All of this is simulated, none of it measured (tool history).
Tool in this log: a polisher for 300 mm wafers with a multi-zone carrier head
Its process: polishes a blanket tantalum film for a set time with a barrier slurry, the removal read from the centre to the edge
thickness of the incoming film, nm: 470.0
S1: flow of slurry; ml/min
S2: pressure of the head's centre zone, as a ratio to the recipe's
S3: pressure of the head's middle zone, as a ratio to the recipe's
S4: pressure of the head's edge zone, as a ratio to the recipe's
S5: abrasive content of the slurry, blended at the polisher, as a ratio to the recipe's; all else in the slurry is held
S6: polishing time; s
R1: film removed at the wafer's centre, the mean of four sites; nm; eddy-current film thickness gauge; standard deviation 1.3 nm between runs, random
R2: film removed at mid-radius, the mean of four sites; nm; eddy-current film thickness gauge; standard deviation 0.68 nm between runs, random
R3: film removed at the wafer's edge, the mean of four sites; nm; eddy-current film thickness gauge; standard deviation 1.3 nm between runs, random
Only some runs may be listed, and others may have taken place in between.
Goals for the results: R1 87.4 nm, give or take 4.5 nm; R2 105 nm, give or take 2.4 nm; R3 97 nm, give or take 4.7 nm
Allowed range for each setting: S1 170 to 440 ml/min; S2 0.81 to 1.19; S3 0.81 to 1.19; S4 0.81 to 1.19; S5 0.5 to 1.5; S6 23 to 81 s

run	hour	S1	S2	S3	S4	S5	S6	R1	R2	R3
1	0	280	1	1	1	1	52	92.196	92.218	94.147
2	8.1	290	0.98	1.03	1.01	1	52	88.489	94.639	97.225
3	14	300	0.98	1.06	0.99	1	52	91.957	97.108	95.004
4	22.1	300	0.98	1.06	0.99	0.9	52	86.98	93.334	91.122
5	29.6	305	0.98	1.09	1	0.9	52	87.605	96.461	90.321
6	31.7	310	0.97	1.1	1.02	0.9	52	87.527	96.987	94.221
7	33.3	315	0.96	1.12	1.02	0.9	52	86.34	97.988	93.731
8	40.2	320	0.96	1.14	1.02	0.9	52	87.933	100.93	94.076
9	44.3	325	0.95	1.15	1.03	0.9	52	84.946	102.74	92.281
10	46.6	325	0.95	1.15	1.04	0.9	52	87.828	100.47	94.472

Exactly one of the 5 candidate moves below puts every result within its allowed miss. Which one?
A	48.9	275	0.98	1.06	1.08	1.05	50	?	?	?
B	48.9	320	0.94	1.06	1.19	0.9	54	?	?	?
C	48.9	365	0.94	1.15	1.07	1.1	50	?	?	?
D	48.9	310	0.94	1.13	1	0.8	53	?	?	?
E	48.9	440	1.01	1.16	1.03	0.85	54	?	?	?

move	R1	R2	R3
A	88.062	94.615	95.742
B	88.372	98.853	104.18
C	88.372	105.82	98.655
D	82.875	97.929	90.316
E	95.914	107.43	97.47
A: the biggest miss grows against the last run
B: the biggest miss grows against the last run
C: every result lands within tolerance
D: the biggest miss grows against the last run
E: carries the result that was furthest off beyond its target, to the other side
Answer: C
